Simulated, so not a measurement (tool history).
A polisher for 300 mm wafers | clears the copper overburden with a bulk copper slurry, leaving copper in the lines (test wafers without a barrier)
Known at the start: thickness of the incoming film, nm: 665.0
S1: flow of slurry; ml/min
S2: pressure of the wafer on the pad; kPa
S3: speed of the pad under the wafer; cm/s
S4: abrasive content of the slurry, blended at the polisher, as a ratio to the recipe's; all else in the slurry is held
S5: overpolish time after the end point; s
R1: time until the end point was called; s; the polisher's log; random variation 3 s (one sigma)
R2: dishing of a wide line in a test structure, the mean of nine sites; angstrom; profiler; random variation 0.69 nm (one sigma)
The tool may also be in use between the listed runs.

run	hour	S1	S2	S3	S4	S5	R1	R2
1	0	245	17.2	86	1	17	108.34	473.25
2	8.1	245	16.5	86	1	16	109.53	465.02
3	9.3	245	15.2	86	1	15	114.3	443.87
4	18.1	245	13.8	84	1	14	131.5	396.9
5	23.8	245	13.8	84	1	18	129.62	441.17
6	30.9	245	13.1	84	1	17	135.35	417.79
7	39.3	245	12.4	84	1	16	142.1	396.99

The next listed run, before its measurement:
8	47.7	245	12.4	84	1	15	?	?

R1: 140.94 s
R2: 396.22 angstrom

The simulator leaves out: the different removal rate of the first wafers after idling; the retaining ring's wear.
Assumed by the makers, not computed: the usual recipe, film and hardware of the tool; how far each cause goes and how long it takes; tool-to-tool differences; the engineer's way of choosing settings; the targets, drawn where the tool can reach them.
